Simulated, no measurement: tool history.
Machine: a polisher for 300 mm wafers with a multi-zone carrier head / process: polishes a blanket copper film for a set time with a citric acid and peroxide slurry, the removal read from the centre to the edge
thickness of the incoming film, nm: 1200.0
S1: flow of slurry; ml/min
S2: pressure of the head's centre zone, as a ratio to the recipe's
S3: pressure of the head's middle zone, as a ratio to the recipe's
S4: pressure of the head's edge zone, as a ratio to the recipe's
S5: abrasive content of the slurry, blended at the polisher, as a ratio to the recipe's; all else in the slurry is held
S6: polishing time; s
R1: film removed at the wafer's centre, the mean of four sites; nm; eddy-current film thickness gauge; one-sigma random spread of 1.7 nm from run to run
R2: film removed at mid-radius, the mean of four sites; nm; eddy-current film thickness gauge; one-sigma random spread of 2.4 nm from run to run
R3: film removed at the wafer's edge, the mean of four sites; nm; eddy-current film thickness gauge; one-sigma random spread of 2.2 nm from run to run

Run 1, hour 0: S1 140 ml/min, S2 1, S3 1, S4 1, S5 1, S6 79 s. Result: R1 202.08 nm, R2 200.15 nm, R3 203.62 nm.
Run 2, hour 5.2: S1 140 ml/min, S2 1, S3 1, S4 0.97, S5 1, S6 79 s. Result: R1 204.09 nm, R2 200.73 nm, R3 201.09 nm.
Run 3, hour 12.1: S1 155 ml/min, S2 1.01, S3 1.03, S4 0.99, S5 1.05, S6 79 s. Result: R1 212.5 nm, R2 213.21 nm, R3 206.47 nm.
Run 4, hour 19.7: S1 170 ml/min, S2 1.02, S3 1.05, S4 1.02, S5 1.1, S6 79 s. Result: R1 220.06 nm, R2 216.81 nm, R3 216.32 nm.
Run 5, hour 24.4: S1 180 ml/min, S2 1.03, S3 1.08, S4 1.02, S5 1.15, S6 79 s. Result: R1 230.4 nm, R2 230.92 nm, R3 221.96 nm.
Run 6, hour 27.8: S1 180 ml/min, S2 1.03, S3 1.08, S4 1.02, S5 1.3, S6 79 s. Result: R1 236.25 nm, R2 235.44 nm, R3 223.82 nm.
Run 7, hour 33.5: S1 185 ml/min, S2 1.03, S3 1.09, S4 1.02, S5 1.3, S6 79 s. Result: R1 236.8 nm, R2 240.87 nm, R3 226.29 nm.
Run 8, hour 37.3: S1 185 ml/min, S2 1.03, S3 1.09, S4 1.02, S5 1.3, S6 79 s. Result: R1 239.16 nm, R2 241.03 nm, R3 227.24 nm.

Predict the results of run 9:
Run 9, hour 40.9: S1 190 ml/min, S2 1.03, S3 1.1, S4 1.02, S5 1.3, S6 79 s. Result: R1 ?, R2 ?, R3 ?.

R1: 236.02 nm
R2: 237.68 nm
R3: 228.73 nm
